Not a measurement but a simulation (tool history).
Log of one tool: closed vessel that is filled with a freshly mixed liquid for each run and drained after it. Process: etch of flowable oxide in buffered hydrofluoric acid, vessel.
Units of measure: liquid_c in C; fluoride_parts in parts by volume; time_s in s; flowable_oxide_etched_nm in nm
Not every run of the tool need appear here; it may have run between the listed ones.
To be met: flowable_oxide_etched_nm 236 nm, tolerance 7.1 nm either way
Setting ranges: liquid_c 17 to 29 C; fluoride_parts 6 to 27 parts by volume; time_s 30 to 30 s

run 1 hour=0 | liquid_c=21 fluoride_parts=16.5 time_s=30 | flowable_oxide_etched_nm=88.614
run 2 hour=2.1 | liquid_c=21 fluoride_parts=12 time_s=30 | flowable_oxide_etched_nm=118.2
run 3 hour=8.2 | liquid_c=21 fluoride_parts=12 time_s=30 | flowable_oxide_etched_nm=120.2
run 4 hour=12 | liquid_c=23.5 fluoride_parts=11 time_s=30 | flowable_oxide_etched_nm=148.98
run 5 hour=20.2 | liquid_c=23.5 fluoride_parts=11 time_s=30 | flowable_oxide_etched_nm=149.13
run 6 hour=23.4 | liquid_c=26.5 fluoride_parts=11 time_s=30 | flowable_oxide_etched_nm=178.45
run 7 hour=29.7 | liquid_c=27.5 fluoride_parts=10.5 time_s=30 | flowable_oxide_etched_nm=197.83
run 8 hour=37.1 | liquid_c=28 fluoride_parts=10 time_s=30 | flowable_oxide_etched_nm=210.5
run 9 hour=40 | liquid_c=28.5 fluoride_parts=9.5 time_s=30 | flowable_oxide_etched_nm=219.2

Consider the 4 candidate settings below. Which is the only one whose results all fall within their allowed miss of target?
run A hour=42.9 | liquid_c=26.5 fluoride_parts=8 time_s=30 | flowable_oxide_etched_nm=?
run B hour=42.9 | liquid_c=28.5 fluoride_parts=8.5 time_s=30 | flowable_oxide_etched_nm=?
run C hour=42.9 | liquid_c=29 fluoride_parts=8.5 time_s=30 | flowable_oxide_etched_nm=?
run D hour=42.9 | liquid_c=28.5 fluoride_parts=11 time_s=30 | flowable_oxide_etched_nm=?

move=A flowable_oxide_etched_nm=235.19
move=B flowable_oxide_etched_nm=244.99
move=C flowable_oxide_etched_nm=251.55
move=D flowable_oxide_etched_nm=196.44
A: every result lands within tolerance
B: carries the result that was furthest off beyond its target, to the other side
C: carries the result that was furthest off beyond its target, to the other side
D: the biggest miss grows against the last run
Move A is the one to make.
